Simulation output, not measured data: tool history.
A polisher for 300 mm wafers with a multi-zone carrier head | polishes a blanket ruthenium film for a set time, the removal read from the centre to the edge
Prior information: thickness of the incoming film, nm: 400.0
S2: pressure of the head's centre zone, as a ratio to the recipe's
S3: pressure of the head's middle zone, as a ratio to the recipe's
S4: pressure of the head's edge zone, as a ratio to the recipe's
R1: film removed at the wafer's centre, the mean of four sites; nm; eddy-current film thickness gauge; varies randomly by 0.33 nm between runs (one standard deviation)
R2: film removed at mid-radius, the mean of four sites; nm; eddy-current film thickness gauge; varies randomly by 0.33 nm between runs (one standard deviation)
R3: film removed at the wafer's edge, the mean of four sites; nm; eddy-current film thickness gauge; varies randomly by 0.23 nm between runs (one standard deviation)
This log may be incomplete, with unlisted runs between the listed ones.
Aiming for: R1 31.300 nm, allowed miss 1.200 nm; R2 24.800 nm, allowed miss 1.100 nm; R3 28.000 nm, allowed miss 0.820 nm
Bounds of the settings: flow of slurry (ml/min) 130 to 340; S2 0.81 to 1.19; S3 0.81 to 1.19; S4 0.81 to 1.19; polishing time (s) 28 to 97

Run 1, hour 0.0: flow of slurry (ml/min) 220, S2 1.00, S3 1.00, S4 1.00, polishing time (s) 62. Result: R1 33.568 nm, R2 32.705 nm, R3 34.656 nm.
Run 2, hour 6.7: flow of slurry (ml/min) 220, S2 1.00, S3 1.00, S4 1.00, polishing time (s) 71. Result: R1 37.876 nm, R2 37.504 nm, R3 38.768 nm.
Run 3, hour 10.6: flow of slurry (ml/min) 220, S2 1.00, S3 1.05, S4 1.00, polishing time (s) 71. Result: R1 37.804 nm, R2 38.290 nm, R3 40.010 nm.
Run 4, hour 14.5: flow of slurry (ml/min) 215, S2 1.01, S3 1.02, S4 1.01, polishing time (s) 68. Result: R1 36.386 nm, R2 35.812 nm, R3 37.762 nm.
Run 5, hour 16.0: flow of slurry (ml/min) 215, S2 0.96, S3 1.02, S4 1.01, polishing time (s) 68. Result: R1 34.296 nm, R2 35.854 nm, R3 38.179 nm.
Run 6, hour 18.9: flow of slurry (ml/min) 215, S2 0.96, S3 1.02, S4 1.01, polishing time (s) 59. Result: R1 29.410 nm, R2 31.855 nm, R3 33.485 nm.
Run 7, hour 26.6: flow of slurry (ml/min) 210, S2 0.97, S3 0.99, S4 1.01, polishing time (s) 58. Result: R1 29.632 nm, R2 29.730 nm, R3 32.875 nm.
Run 8, hour 35.3: flow of slurry (ml/min) 205, S2 0.98, S3 0.98, S4 0.99, polishing time (s) 57. Result: R1 29.524 nm, R2 28.941 nm, R3 31.616 nm.
Run 9, hour 43.0: flow of slurry (ml/min) 200, S2 0.99, S3 0.97, S4 0.98, polishing time (s) 57. Result: R1 29.841 nm, R2 28.908 nm, R3 31.442 nm.
Run 10, hour 46.7: flow of slurry (ml/min) 195, S2 1.00, S3 0.95, S4 0.97, polishing time (s) 57. Result: R1 29.683 nm, R2 28.764 nm, R3 30.932 nm.
Run 11, hour 53.5: flow of slurry (ml/min) 195, S2 1.01, S3 0.93, S4 0.97, polishing time (s) 56. Result: R1 29.252 nm, R2 28.144 nm, R3 30.057 nm.
Run 12, hour 59.6: flow of slurry (ml/min) 195, S2 1.03, S3 0.91, S4 0.98, polishing time (s) 55. Result: R1 29.438 nm, R2 26.958 nm, R3 30.092 nm.
Run 13, hour 66.1: flow of slurry (ml/min) 195, S2 1.04, S3 0.90, S4 0.97, polishing time (s) 55. Result: R1 30.157 nm, R2 26.351 nm, R3 29.940 nm.
Run 14, hour 73.6: flow of slurry (ml/min) 195, S2 1.05, S3 0.89, S4 0.96, polishing time (s) 55. Result: R1 30.320 nm, R2 26.681 nm, R3 29.413 nm.
Run 15, hour 82.4: flow of slurry (ml/min) 195, S2 1.06, S3 0.88, S4 0.96, polishing time (s) 55. Result: R1 30.924 nm, R2 26.316 nm, R3 29.940 nm.
Run 16, hour 90.7: flow of slurry (ml/min) 175, S2 1.11, S3 0.85, S4 0.86, polishing time (s) 53. Result: R1 30.270 nm, R2 24.346 nm, R3 27.135 nm.

Which of these 5 next moves meets every target?
Run A, hour 99.0: flow of slurry (ml/min) 170, S2 1.14, S3 1.00, S4 0.91, polishing time (s) 53. Result: R1 ?, R2 ?, R3 ?.
Run B, hour 99.0: flow of slurry (ml/min) 180, S2 1.10, S3 0.99, S4 0.82, polishing time (s) 56. Result: R1 ?, R2 ?, R3 ?.
Run C, hour 99.0: flow of slurry (ml/min) 165, S2 0.94, S3 0.86, S4 0.88, polishing time (s) 59. Result: R1 ?, R2 ?, R3 ?.
Run D, hour 99.0: flow of slurry (ml/min) 190, S2 1.07, S3 0.89, S4 0.97, polishing time (s) 52. Result: R1 ?, R2 ?, R3 ?.
Run E, hour 99.0: flow of slurry (ml/min) 250, S2 1.15, S3 0.89, S4 0.98, polishing time (s) 50. Result: R1 ?, R2 ?, R3 ?.

move      R1      R2      R3
   A  30.559  26.308  27.233
   B  31.457  27.857  27.638
   C  27.837  26.335  29.796
   D  28.645  24.245  27.904
   E  30.797  24.131  27.675
A: brings the result that was furthest off to its target, and leaves another outside
B: brings the result that was furthest off to its target, and leaves another outside
C: moves the result that the last run missed by most past its target, out the other side
D: brings the result that was furthest off to its target, and leaves another outside
E: hits every target within its allowed miss
E meets every target.
